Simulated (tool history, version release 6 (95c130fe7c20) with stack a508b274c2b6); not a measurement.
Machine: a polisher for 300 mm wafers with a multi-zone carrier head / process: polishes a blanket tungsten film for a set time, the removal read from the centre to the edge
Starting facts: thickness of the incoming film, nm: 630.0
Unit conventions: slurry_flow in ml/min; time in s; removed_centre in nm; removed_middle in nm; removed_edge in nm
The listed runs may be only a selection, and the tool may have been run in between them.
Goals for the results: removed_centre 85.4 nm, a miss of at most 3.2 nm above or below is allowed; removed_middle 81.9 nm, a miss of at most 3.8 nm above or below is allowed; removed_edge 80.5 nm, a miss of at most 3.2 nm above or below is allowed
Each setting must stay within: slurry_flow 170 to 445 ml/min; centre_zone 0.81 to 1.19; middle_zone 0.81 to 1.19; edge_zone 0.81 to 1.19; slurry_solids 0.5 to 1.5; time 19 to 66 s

run	hour	slurry_flow	centre_zone	middle_zone	edge_zone	slurry_solids	time	removed_centre	removed_middle	removed_edge
1	0	285	1	1	1	1	42	105.22	102.81	109.03
2	6.1	285	0.95	1	1	1	42	97.977	105.2	107.12
3	11.2	285	0.95	0.93	1	1	42	98.352	95.201	107.53
4	13	290	0.96	0.94	0.98	0.95	41	94.939	94.154	101.15
5	18.1	290	0.96	0.93	0.96	0.9	41	93.459	93.553	98.135
6	20.4	290	0.9	0.93	0.96	0.9	41	88.289	92.416	98.985
7	22.8	290	0.9	0.93	0.96	0.9	41	88.775	91.175	98.026
8	29.5	290	0.91	0.92	0.94	0.85	41	87.256	90.49	95.139
9	38.2	290	0.92	0.91	0.92	0.8	41	88.415	86.115	92.337
10	43.5	290	0.92	0.91	0.92	0.8	41	87.138	88.485	92.193
11	51.6	290	0.92	0.91	0.92	0.8	41	86.694	89.952	92.332
12	54.5	290	0.93	0.9	0.91	0.8	41	88.565	87.145	92.568
13	57.7	290	0.94	0.9	0.9	0.75	41	87.417	85.672	89.305
14	64.7	290	0.94	0.9	0.89	0.75	41	87.315	85.51	89.445
15	69.4	290	0.95	0.9	0.88	0.7	41	85.238	83.473	87.339
16	77.3	295	0.96	0.91	0.87	0.7	41	85.781	84.136	86.028
17	79.9	295	0.97	0.91	0.86	0.7	41	87.981	86.509	87.82
18	86.3	295	0.98	0.91	0.85	0.7	41	88.571	85.907	88.278
19	92.4	295	0.99	0.91	0.84	0.65	41	89.178	83.82	83.845

5 next moves are on the table. One of them brings every result within its allowed miss. Which?
A	98.5	315	1.17	1.02	0.81	0.5	41	?	?	?
B	98.5	320	1.03	1.02	0.84	0.5	44	?	?	?
C	98.5	275	1	0.94	0.82	0.95	35	?	?	?
D	98.5	280	0.92	0.82	0.87	0.7	42	?	?	?
E	98.5	270	0.99	0.81	0.88	0.6	45	?	?	?

move	removed_centre	removed_middle	removed_edge
A	93.262	81.376	76.138
B	88.182	87.526	83.124
C	82.66	79.903	79.975
D	82.996	79.435	89.796
E	90.522	79.808	91.583
A: further off than the last run
B: meets the target for the result that was furthest off, but another lies outside its allowed miss
C: all results in spec
D: meets the target for the result that was furthest off, but another lies outside its allowed miss
E: further off than the last run
So the answer is move C, the one that meets all the targets.
